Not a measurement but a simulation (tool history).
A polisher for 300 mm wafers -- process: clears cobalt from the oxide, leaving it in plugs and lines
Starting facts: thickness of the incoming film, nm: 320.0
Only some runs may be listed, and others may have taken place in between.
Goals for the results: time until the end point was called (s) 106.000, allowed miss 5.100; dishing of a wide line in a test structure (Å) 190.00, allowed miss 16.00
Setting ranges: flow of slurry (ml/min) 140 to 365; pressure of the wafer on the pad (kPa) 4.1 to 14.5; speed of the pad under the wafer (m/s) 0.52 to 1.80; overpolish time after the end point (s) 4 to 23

| run | day | flow of slurry (ml/min) | pressure of the wafer on the pad (kPa) | speed of the pad under the wafer (m/s) | overpolish time after the end point (s) | time until the end point was called (s) | dishing of a wide line in a test structure (Å) |
|---|---|---|---|---|---|---|---|
| 1 | 0.000 | 235 | 9.0 | 1.16 | 12 | 69.693 | 357.43 |
| 2 | 0.258 | 180 | 9.0 | 1.16 | 12 | 71.827 | 350.14 |
| 3 | 0.517 | 140 | 9.0 | 1.16 | 12 | 76.480 | 325.57 |
| 4 | 0.712 | 140 | 9.0 | 1.44 | 12 | 67.570 | 356.21 |
| 5 | 1.029 | 140 | 9.0 | 1.44 | 7 | 67.570 | 250.35 |
| 6 | 1.362 | 140 | 9.0 | 1.64 | 7 | 59.547 | 266.74 |
| 7 | 1.588 | 140 | 8.3 | 1.62 | 7 | 66.236 | 250.43 |
| 8 | 1.667 | 140 | 7.6 | 1.62 | 7 | 69.828 | 244.20 |
| 9 | 1.904 | 140 | 4.8 | 1.48 | 7 | 116.510 | 162.66 |
| 10 | 2.104 | 145 | 4.8 | 1.48 | 7 | 114.270 | 166.34 |
| 11 | 2.400 | 150 | 4.8 | 1.48 | 7 | 114.220 | 169.45 |
| 12 | 2.762 | 155 | 4.8 | 1.48 | 7 | 110.620 | 156.56 |
| 13 | 3.008 | 140 | 5.5 | 1.48 | 10 | 103.260 | 235.45 |
| 14 | 3.312 | 145 | 5.5 | 1.48 | 10 | 98.712 | 238.75 |
| 15 | 3.658 | 155 | 4.8 | 1.48 | 6 | 111.450 | 145.63 |
| 16 | 3.796 | 150 | 4.8 | 1.48 | 7 | 115.170 | 155.59 |
| 17 | 4.108 | 160 | 5.5 | 1.48 | 10 | 99.531 | 237.87 |
| 18 | 4.238 | 165 | 5.5 | 1.46 | 9 | 98.740 | 217.49 |

Which single option among these 5 for the next run brings every result within its allowed miss of target? Just one does.
| A | 4.367 | 180 | 5.5 | 1.50 | 6 | ? | ? |
| B | 4.367 | 155 | 4.8 | 1.48 | 12 | ? | ? |
| C | 4.367 | 205 | 6.2 | 1.32 | 9 | ? | ? |
| D | 4.367 | 190 | 6.2 | 1.30 | 8 | ? | ? |
| E | 4.367 | 145 | 6.2 | 1.22 | 8 | ? | ? |

| move | time until the end point was called (s) | dishing of a wide line in a test structure (Å) |
|---|---|---|
| A | 96.375 | 163.66 |
| B | 113.630 | 250.40 |
| C | 92.518 | 234.97 |
| D | 94.625 | 210.53 |
| E | 104.140 | 194.93 |
A: the result that was furthest off in the last run now lies on the other side of its target
B: further off than the last run
C: further off than the last run
D: further off than the last run
E: hits every target within its allowed miss
So the answer is move E, the one that meets all the targets.
